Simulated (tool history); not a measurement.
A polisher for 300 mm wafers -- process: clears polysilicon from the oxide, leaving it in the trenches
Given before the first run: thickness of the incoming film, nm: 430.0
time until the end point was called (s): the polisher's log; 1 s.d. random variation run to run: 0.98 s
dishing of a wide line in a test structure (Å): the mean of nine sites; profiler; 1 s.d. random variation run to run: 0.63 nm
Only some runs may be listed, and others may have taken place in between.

run	hour	flow of slurry (ml/min)	pressure of the wafer on the pad (kPa)	speed of the pad under the wafer (m/s)	overpolish time after the end point (s)	time until the end point was called (s)	dishing of a wide line in a test structure (Å)
1	0	260	20	0.86	16	34.131	588.66
2	4.6	235	20	0.86	16	33.61	584.29
3	5.9	210	16.5	0.8	13	43.224	517.67
4	12.9	240	16.5	0.8	13	44.071	531.87
# hour 15.6: worn pad replaced by a new one
5	15.6	240	16.5	0.66	13	49.036	525.37
6	23.4	215	14.5	0.66	11	55.791	454.7
7	31.7	210	13.1	0.66	11	60.907	441.18
8	38.7	210	12.4	0.66	11	64.667	413.85

Forecast run 9:
9	40.4	220	12.4	0.64	12	?	?

Run 9 came out at time until the end point was called (s) 65.188, dishing of a wide line in a test structure (Å) 427.81.
